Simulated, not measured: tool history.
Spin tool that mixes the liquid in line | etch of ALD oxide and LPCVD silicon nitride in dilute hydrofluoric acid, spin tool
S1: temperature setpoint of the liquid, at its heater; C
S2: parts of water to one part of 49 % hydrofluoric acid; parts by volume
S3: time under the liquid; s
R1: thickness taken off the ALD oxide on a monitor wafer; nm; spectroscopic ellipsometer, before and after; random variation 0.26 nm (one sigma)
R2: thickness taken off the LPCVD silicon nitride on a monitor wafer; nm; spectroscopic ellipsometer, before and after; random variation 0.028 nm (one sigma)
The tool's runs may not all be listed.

run 1 hour=0 | S1=23 S2=85 S3=180 | R1=30.775 R2=0.81241
run 2 hour=1.8 | S1=22.5 S2=85 S3=180 | R1=29.842 R2=0.77171
run 3 hour=3.5 | S1=22.5 S2=85 S3=105 | R1=17.025 R2=0.47293
run 4 hour=10.6 | S1=19.5 S2=85 S3=105 | R1=15.156 R2=0.39248
run 5 hour=16.1 | S1=21 S2=80 S3=105 | R1=17.765 R2=0.42584
run 6 hour=19.8 | S1=23 S2=80 S3=105 | R1=18.994 R2=0.5457
run 7 hour=27.5 | S1=23 S2=75 S3=105 | R1=20.268 R2=0.57462

Run 8 comes next. What will it give?
run 8 hour=31.4 | S1=25 S2=55 S3=100 | R1=? R2=?

{"run 8": {"R1": 29.222, "R2": 0.85077}}
